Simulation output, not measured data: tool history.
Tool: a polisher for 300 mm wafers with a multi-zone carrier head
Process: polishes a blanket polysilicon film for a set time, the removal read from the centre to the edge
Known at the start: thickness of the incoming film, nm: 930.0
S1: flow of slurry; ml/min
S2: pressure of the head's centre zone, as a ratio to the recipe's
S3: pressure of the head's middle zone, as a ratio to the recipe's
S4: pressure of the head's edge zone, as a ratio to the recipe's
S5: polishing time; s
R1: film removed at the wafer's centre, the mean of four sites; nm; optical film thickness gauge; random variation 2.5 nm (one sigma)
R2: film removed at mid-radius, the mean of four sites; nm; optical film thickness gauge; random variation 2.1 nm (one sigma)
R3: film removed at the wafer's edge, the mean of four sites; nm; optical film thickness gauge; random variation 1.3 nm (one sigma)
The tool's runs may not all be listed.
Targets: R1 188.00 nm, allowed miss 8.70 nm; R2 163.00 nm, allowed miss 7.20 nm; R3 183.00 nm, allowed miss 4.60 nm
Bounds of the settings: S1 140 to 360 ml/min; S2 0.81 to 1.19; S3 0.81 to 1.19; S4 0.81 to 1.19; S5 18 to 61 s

{"run": 1, "hour": 0.0, "S1": 230, "S2": 1.0, "S3": 1.0, "S4": 1.0, "S5": 39, "R1": 210.99, "R2": 219.92, "R3": 217.88}
{"run": 2, "hour": 5.2, "S1": 220, "S2": 1.0, "S3": 0.96, "S4": 0.98, "S5": 38, "R1": 203.94, "R2": 207.55, "R3": 207.55}
{"run": 3, "hour": 5.8, "S1": 220, "S2": 0.95, "S3": 0.96, "S4": 0.98, "S5": 38, "R1": 198.08, "R2": 207.16, "R3": 210.19}
{"run": 4, "hour": 7.3, "S1": 220, "S2": 0.9, "S3": 0.96, "S4": 0.98, "S5": 38, "R1": 186.82, "R2": 208.61, "R3": 211.26}
{"run": 5, "hour": 13.8, "S1": 270, "S2": 0.9, "S3": 0.96, "S4": 0.98, "S5": 38, "R1": 189.48, "R2": 215.56, "R3": 211.68}
{"run": 6, "hour": 16.7, "S1": 255, "S2": 0.93, "S3": 0.92, "S4": 0.97, "S5": 37, "R1": 186.93, "R2": 199.43, "R3": 204.23}
{"run": 7, "hour": 18.0, "S1": 245, "S2": 0.96, "S3": 0.89, "S4": 0.96, "S5": 36, "R1": 190.51, "R2": 185.07, "R3": 198.6}
{"run": 8, "hour": 21.1, "S1": 240, "S2": 0.96, "S3": 0.87, "S4": 0.94, "S5": 36, "R1": 187.18, "R2": 182.96, "R3": 195.84}
{"run": 9, "hour": 26.6, "S1": 240, "S2": 0.96, "S3": 0.87, "S4": 0.94, "S5": 36, "R1": 186.36, "R2": 183.88, "R3": 193.92}

4 next moves are on the table. One of them brings every result within its allowed miss. Which?
{"run": "A", "hour": 32.1, "S1": 260, "S2": 1.05, "S3": 0.83, "S4": 0.87, "S5": 33, "R1": "?", "R2": "?", "R3": "?"}
{"run": "B", "hour": 32.1, "S1": 240, "S2": 0.95, "S3": 0.96, "S4": 0.9, "S5": 39, "R1": "?", "R2": "?", "R3": "?"}
{"run": "C", "hour": 32.1, "S1": 245, "S2": 1.03, "S3": 0.81, "S4": 0.93, "S5": 34, "R1": "?", "R2": "?", "R3": "?"}
{"run": "D", "hour": 32.1, "S1": 295, "S2": 1.05, "S3": 0.86, "S4": 0.98, "S5": 35, "R1": "?", "R2": "?", "R3": "?"}

move=A R1=195.01 R2=162.17 R3=175.16
move=B R1=206.10 R2=214.18 R3=208.31
move=C R1=195.42 R2=162.61 R3=185.11
move=D R1=210.11 R2=179.55 R3=198.36
A: brings the result that was furthest off to its target, and leaves another outside
B: further off than the last run
C: meets every target
D: further off than the last run
Answer: C

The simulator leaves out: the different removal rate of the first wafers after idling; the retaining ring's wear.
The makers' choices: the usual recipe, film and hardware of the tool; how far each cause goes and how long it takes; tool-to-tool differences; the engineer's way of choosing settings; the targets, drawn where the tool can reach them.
